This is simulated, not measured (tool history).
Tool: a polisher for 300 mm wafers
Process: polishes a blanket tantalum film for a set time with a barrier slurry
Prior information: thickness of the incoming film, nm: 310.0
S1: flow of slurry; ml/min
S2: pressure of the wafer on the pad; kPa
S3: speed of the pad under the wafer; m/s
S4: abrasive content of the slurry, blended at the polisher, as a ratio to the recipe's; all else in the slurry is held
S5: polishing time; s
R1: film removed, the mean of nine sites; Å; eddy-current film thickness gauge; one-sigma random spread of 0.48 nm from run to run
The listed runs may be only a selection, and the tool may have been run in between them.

run 1 day=0.000 | S1=185 S2=9.0 S3=0.76 S4=1.00 S5=117 | R1=1021.70
run 2 day=0.042 | S1=185 S2=9.0 S3=0.76 S4=0.85 S5=117 | R1=993.48
run 3 day=0.083 | S1=185 S2=6.9 S3=0.76 S4=0.85 S5=117 | R1=776.88
run 4 day=0.412 | S1=185 S2=6.9 S3=0.58 S4=0.85 S5=117 | R1=644.75
run 5 day=0.696 | S1=185 S2=6.9 S3=0.58 S4=1.00 S5=117 | R1=678.65
run 6 day=0.958 | S1=180 S2=6.9 S3=0.58 S4=1.00 S5=117 | R1=664.81

Forecast run 7:
run 7 day=1.058 | S1=170 S2=6.9 S3=0.58 S4=1.00 S5=117 | R1=?

Logged for run 7: R1 652.39 Å.
